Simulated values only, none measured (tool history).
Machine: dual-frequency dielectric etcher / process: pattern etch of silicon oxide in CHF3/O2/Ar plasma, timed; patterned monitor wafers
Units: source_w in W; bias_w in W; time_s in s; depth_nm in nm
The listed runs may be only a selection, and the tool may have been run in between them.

run    day  source_w  bias_w  time_s  depth_nm
  1      0       640     145     562    1037.1
  2  0.288       660     146     562    1055.2
  3    0.5       670     147     562    1058.3
  4  0.854       690     148     562    1079.7
  5  1.192       630     148     562    1036.9
  6  1.362       650     149     562    1052.7
  7  1.533       670     150     562    1061.2
  8  1.879       680     151     562    1075.2
  9   2.05       690     151     562    1082.8

Forecast run 10:
 10  2.225       700     151     562         ?

{"run 10": {"depth_nm": 1091.4}}

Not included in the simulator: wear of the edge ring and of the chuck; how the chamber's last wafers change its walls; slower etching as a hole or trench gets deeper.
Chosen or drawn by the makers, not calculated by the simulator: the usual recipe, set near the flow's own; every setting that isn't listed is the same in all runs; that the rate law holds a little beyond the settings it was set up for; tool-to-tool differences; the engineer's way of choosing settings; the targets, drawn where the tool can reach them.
